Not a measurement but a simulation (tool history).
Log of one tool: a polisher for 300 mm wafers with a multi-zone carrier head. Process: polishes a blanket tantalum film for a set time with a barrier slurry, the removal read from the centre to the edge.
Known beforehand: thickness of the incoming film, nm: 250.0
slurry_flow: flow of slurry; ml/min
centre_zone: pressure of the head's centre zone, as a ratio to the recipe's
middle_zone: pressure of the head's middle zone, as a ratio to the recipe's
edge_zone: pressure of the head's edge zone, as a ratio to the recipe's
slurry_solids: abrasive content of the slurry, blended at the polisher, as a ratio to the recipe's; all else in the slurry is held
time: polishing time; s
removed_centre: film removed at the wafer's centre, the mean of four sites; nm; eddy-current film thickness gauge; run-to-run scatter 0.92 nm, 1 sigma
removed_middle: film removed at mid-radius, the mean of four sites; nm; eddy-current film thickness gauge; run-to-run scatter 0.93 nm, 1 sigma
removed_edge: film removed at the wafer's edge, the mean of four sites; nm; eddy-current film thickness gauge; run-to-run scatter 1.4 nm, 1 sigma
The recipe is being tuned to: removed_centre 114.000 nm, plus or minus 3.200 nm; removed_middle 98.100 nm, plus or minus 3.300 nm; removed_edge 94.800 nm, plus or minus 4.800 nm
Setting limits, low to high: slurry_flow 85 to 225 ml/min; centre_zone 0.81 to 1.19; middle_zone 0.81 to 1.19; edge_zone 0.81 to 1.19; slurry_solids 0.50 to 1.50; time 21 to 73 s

| run | hour | slurry_flow | centre_zone | middle_zone | edge_zone | slurry_solids | time | removed_centre | removed_middle | removed_edge |
|---|---|---|---|---|---|---|---|---|---|---|
| 1 | 0.0 | 145 | 1.00 | 1.00 | 1.00 | 1.00 | 47 | 85.705 | 78.027 | 81.732 |
| 2 | 1.4 | 145 | 1.00 | 0.94 | 1.00 | 1.00 | 47 | 85.910 | 74.571 | 81.870 |
| 3 | 7.4 | 155 | 1.02 | 0.97 | 1.01 | 1.05 | 47 | 89.784 | 79.089 | 81.263 |
| 4 | 12.6 | 150 | 1.03 | 0.97 | 1.02 | 1.15 | 48 | 94.727 | 81.660 | 88.249 |
|  | 17.5 | centre zone pressure recalibrated |
| 5 | 17.5 | 150 | 1.03 | 0.94 | 1.02 | 1.15 | 48 | 87.493 | 78.868 | 87.218 |
| 6 | 26.2 | 160 | 1.05 | 0.96 | 1.03 | 1.20 | 48 | 91.360 | 82.656 | 89.734 |
| 7 | 33.5 | 155 | 1.07 | 0.98 | 1.01 | 1.20 | 49 | 94.082 | 84.597 | 89.738 |
| 8 | 40.0 | 165 | 1.09 | 0.99 | 1.02 | 1.15 | 50 | 100.130 | 86.558 | 90.600 |

Below are 5 possible settings for the next run. Only one of them brings all results inside the allowed miss of their targets. Which is it?
| A | 46.5 | 225 | 1.06 | 0.88 | 1.13 | 1.20 | 43 | ? | ? | ? |
| B | 46.5 | 100 | 1.00 | 0.81 | 1.19 | 1.30 | 50 | ? | ? | ? |
| C | 46.5 | 145 | 0.99 | 0.90 | 1.13 | 1.50 | 46 | ? | ? | ? |
| D | 46.5 | 105 | 1.05 | 0.81 | 1.15 | 1.45 | 48 | ? | ? | ? |
| E | 46.5 | 180 | 1.16 | 1.09 | 1.02 | 1.00 | 54 | ? | ? | ? |

| move | removed_centre | removed_middle | removed_edge |
|---|---|---|---|
| A | 89.749 | 74.650 | 88.167 |
| B | 82.040 | 70.704 | 94.710 |
| C | 86.502 | 78.863 | 93.699 |
| D | 86.267 | 70.588 | 92.424 |
| E | 113.760 | 98.815 | 97.880 |
A: lands further from the targets than the last run did
B: lands further from the targets than the last run did
C: lands further from the targets than the last run did
D: lands further from the targets than the last run did
E: every result lands within tolerance
Move E is the one to make.
